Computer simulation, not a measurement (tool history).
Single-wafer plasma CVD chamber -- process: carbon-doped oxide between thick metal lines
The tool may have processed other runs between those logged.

run,hour,heater temperature setpoint (K),chamber pressure (Pa),RF power (kW),deposition time (s),mean film thickness on the monitor wafer (angstrom)
1,0.0,643.15,580,0.470,172,8133.8
2,4.1,647.15,580,0.470,172,7992.1
3,12.7,647.15,580,0.470,172,8046.6
4,16.5,650.15,531,0.430,172,7366.9
5,17.7,653.15,485,0.410,172,6971.0
6,25.4,653.15,548,0.410,172,7100.1

Expected results for the next run?
7,27.7,658.15,432,0.345,172,?

{"run 7": {"mean film thickness on the monitor wafer (angstrom)": 5943.0}}

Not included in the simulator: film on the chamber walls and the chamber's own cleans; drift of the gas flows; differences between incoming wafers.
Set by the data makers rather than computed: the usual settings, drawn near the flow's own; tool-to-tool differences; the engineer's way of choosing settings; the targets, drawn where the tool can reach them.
